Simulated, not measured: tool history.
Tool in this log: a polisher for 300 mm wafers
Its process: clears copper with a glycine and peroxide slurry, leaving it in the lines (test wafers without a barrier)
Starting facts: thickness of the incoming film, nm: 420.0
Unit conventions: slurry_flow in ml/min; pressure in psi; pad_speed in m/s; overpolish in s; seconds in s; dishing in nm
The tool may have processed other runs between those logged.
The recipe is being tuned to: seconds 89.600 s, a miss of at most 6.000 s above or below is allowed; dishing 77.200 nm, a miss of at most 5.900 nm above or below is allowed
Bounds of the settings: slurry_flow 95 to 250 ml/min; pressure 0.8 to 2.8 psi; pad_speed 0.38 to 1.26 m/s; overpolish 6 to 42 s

| run | day | slurry_flow | pressure | pad_speed | overpolish | seconds | dishing |
|---|---|---|---|---|---|---|---|
| 1 | 0.000 | 160 | 1.8 | 0.82 | 21 | 132.330 | 37.407 |
| 2 | 0.300 | 160 | 1.8 | 0.82 | 26 | 132.990 | 48.174 |
| 3 | 0.450 | 160 | 1.8 | 0.82 | 34 | 131.830 | 55.802 |
| 4 | 0.742 | 195 | 1.8 | 0.82 | 34 | 127.810 | 59.093 |
| 5 | 0.800 | 195 | 1.9 | 0.82 | 34 | 129.390 | 58.428 |
| 6 | 0.942 | 195 | 2.0 | 0.86 | 34 | 119.110 | 63.345 |
| 7 | 1.046 | 195 | 2.1 | 0.88 | 34 | 113.540 | 64.269 |
| 8 | 1.192 | 195 | 2.1 | 0.88 | 34 | 111.540 | 64.478 |
| 9 | 1.317 | 195 | 2.2 | 0.90 | 34 | 101.930 | 68.265 |
| 10 | 1.608 | 195 | 2.3 | 0.92 | 35 | 100.190 | 69.261 |
| 11 | 1.958 | 195 | 2.4 | 0.94 | 36 | 97.148 | 76.782 |

Exercise: of the 4 proposed moves below, exactly one satisfies all targets within the stated allowed misses. Which move is it?
| A | 2.308 | 200 | 2.2 | 0.90 | 39 | ? | ? |
| B | 2.308 | 190 | 2.3 | 0.82 | 40 | ? | ? |
| C | 2.308 | 190 | 2.7 | 1.16 | 39 | ? | ? |
| D | 2.308 | 185 | 2.8 | 0.86 | 35 | ? | ? |

| move | seconds | dishing |
|---|---|---|
| A | 105.240 | 76.405 |
| B | 108.660 | 76.637 |
| C | 75.422 | 95.450 |
| D | 90.631 | 80.182 |
A: its largest miss is bigger than the last run's
B: its largest miss is bigger than the last run's
C: carries the result that was furthest off beyond its target, to the other side
D: every result lands within tolerance
The move that meets every target is D.
